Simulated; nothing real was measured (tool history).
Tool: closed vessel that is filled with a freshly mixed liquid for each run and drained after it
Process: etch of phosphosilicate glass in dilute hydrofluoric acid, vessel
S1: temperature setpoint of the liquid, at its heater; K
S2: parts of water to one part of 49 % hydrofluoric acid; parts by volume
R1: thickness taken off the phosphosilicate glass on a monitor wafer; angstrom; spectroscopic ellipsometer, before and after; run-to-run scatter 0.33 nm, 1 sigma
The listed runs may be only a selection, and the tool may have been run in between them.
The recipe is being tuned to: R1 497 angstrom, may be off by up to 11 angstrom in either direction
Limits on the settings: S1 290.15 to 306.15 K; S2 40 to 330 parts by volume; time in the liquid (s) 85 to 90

run 1 hour=0 | S1=298.15 S2=185 time_in_the_liquid_(s)=85 | R1=653.94
run 2 hour=8.1 | S1=296.15 S2=185 time_in_the_liquid_(s)=85 | R1=606.37
run 3 hour=13.9 | S1=294.65 S2=185 time_in_the_liquid_(s)=85 | R1=567.64
run 4 hour=22.7 | S1=294.65 S2=185 time_in_the_liquid_(s)=85 | R1=571.41
run 5 hour=24.7 | S1=293.65 S2=185 time_in_the_liquid_(s)=85 | R1=549.39
run 6 hour=33.5 | S1=293.65 S2=125 time_in_the_liquid_(s)=85 | R1=875.96
run 7 hour=42.6 | S1=292.65 S2=145 time_in_the_liquid_(s)=85 | R1=702.01
run 8 hour=50.3 | S1=291.65 S2=155 time_in_the_liquid_(s)=85 | R1=630.47
run 9 hour=53.8 | S1=291.15 S2=160 time_in_the_liquid_(s)=85 | R1=589.57
run 10 hour=58.2 | S1=290.65 S2=165 time_in_the_liquid_(s)=85 | R1=564.32
run 11 hour=60.4 | S1=290.65 S2=170 time_in_the_liquid_(s)=85 | R1=541.5
run 12 hour=63 | S1=290.65 S2=175 time_in_the_liquid_(s)=85 | R1=527.6

Pick the move, out of 5, that brings all results within their allowed miss; only one does.
run A hour=65.6 | S1=292.15 S2=185 time_in_the_liquid_(s)=85 | R1=?
run B hour=65.6 | S1=290.65 S2=180 time_in_the_liquid_(s)=90 | R1=?
run C hour=65.6 | S1=290.15 S2=190 time_in_the_liquid_(s)=85 | R1=?
run D hour=65.6 | S1=292.65 S2=195 time_in_the_liquid_(s)=90 | R1=?
run E hour=65.6 | S1=296.65 S2=220 time_in_the_liquid_(s)=85 | R1=?

move=A R1=514.01
move=B R1=529.53
move=C R1=460.06
move=D R1=521.43
move=E R1=495.15
A: nearer the targets than the last run, but a result is still out of spec
B: misses by more than the last run did
C: moves the result that the last run missed by most past its target, out the other side
D: nearer the targets than the last run, but a result is still out of spec
E: every result within its allowed miss
E is the move that brings every result within its allowed miss.
